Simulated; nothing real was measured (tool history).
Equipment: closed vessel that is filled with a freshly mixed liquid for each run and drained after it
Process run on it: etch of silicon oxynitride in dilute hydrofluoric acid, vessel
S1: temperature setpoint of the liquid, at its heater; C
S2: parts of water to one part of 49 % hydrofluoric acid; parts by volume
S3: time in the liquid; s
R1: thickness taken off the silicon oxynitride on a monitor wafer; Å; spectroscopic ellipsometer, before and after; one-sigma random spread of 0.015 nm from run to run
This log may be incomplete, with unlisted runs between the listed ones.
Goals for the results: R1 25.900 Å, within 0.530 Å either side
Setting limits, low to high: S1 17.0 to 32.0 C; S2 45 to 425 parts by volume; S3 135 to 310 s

run,hour,S1,S2,S3,R1
1,0.0,24.0,235,310,37.859
2,7.8,24.0,235,135,16.455
3,9.0,22.5,235,135,15.351
4,15.3,22.5,235,310,35.389
5,20.4,24.5,235,310,38.864
6,21.6,26.5,235,310,41.920
7,25.4,25.5,235,310,39.724
8,27.0,21.5,245,310,31.726
9,28.1,20.5,255,310,28.957
10,32.1,20.0,255,310,28.761
11,35.3,19.5,260,310,27.358
12,41.5,19.0,260,310,26.902

5 candidate next runs follow, results not yet known. Just one meets every target within its allowed miss. Identify it.
A,47.7,24.5,295,305,?
B,47.7,18.5,245,295,?
C,47.7,19.5,245,300,?
D,47.7,18.5,250,290,?
E,47.7,22.0,250,270,?

move,R1
A,28.850
B,26.805
C,28.517
D,25.742
E,27.994
A: the biggest miss grows against the last run
B: nearer than the last run, and not there yet
C: the biggest miss grows against the last run
D: hits every target within its allowed miss
E: the biggest miss grows against the last run
Move D is the one to make.

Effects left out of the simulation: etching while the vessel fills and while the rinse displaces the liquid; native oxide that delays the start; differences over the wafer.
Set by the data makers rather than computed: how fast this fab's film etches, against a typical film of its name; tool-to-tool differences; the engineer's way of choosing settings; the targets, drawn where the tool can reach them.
